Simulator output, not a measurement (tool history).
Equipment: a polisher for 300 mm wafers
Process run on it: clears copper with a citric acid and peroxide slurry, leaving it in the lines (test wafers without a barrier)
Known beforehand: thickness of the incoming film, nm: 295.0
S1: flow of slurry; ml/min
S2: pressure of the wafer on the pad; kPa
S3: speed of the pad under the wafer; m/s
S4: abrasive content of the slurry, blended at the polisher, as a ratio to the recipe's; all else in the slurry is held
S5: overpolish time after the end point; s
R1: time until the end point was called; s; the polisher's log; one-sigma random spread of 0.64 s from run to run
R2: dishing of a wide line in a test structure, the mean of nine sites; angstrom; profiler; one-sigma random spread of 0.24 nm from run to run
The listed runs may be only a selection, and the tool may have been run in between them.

| run | hour | S1 | S2 | S3 | S4 | S5 | R1 | R2 |
|---|---|---|---|---|---|---|---|---|
| 1 | 0.0 | 310 | 20.0 | 1.08 | 1.00 | 16 | 102.340 | 326.28 |
| 2 | 3.6 | 310 | 21.4 | 1.14 | 1.00 | 12 | 89.787 | 269.85 |
| 3 | 8.9 | 310 | 19.3 | 1.14 | 1.00 | 12 | 100.040 | 248.17 |
| 4 | 16.9 | 310 | 19.3 | 1.14 | 1.00 | 16 | 99.980 | 329.57 |
| 5 | 23.3 | 295 | 22.8 | 1.14 | 0.90 | 12 | 89.178 | 279.71 |
| 6 | 30.6 | 295 | 22.8 | 1.30 | 0.90 | 12 | 76.637 | 313.21 |
| 7 | 39.6 | 295 | 22.8 | 1.30 | 0.90 | 12 | 74.772 | 308.31 |

The next listed run, before its measurement:
| 8 | 47.4 | 285 | 22.8 | 1.40 | 0.75 | 10 | ? | ? |

{"run 8": {"R1": 73.607, "R2": 282.11}}

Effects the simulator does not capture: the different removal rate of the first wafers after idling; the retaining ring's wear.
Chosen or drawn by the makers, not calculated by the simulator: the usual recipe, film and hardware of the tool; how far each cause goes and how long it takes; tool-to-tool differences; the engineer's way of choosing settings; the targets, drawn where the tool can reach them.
